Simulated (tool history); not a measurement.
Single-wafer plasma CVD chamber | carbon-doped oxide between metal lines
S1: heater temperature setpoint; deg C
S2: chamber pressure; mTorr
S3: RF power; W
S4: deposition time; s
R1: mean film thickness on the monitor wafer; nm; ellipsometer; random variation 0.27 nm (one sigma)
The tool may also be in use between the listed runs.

| run | hour | S1 | S2 | S3 | S4 | R1 |
|---|---|---|---|---|---|---|
| 1 | 0 | 370 | 6620 | 655 | 15.8 | 93.233 |
| 2 | 8.3 | 379 | 6620 | 655 | 15.8 | 91.343 |
| 3 | 13.7 | 378 | 6750 | 675 | 15.8 | 93.218 |
| 4 | 16.5 | 378 | 6750 | 710 | 15.8 | 95.568 |
| 5 | 24.7 | 378 | 6750 | 710 | 15.8 | 95.785 |
| 6 | 32.4 | 377 | 6850 | 720 | 15.8 | 97.346 |
| 7 | 38.5 | 376 | 6960 | 725 | 15.8 | 97.886 |
| 8 | 44.7 | 375 | 7040 | 730 | 15.8 | 98.796 |

Run 9 comes next. What will it give?
| 9 | 45.8 | 374 | 7120 | 735 | 15.8 | ? |

R1: 99.029 nm
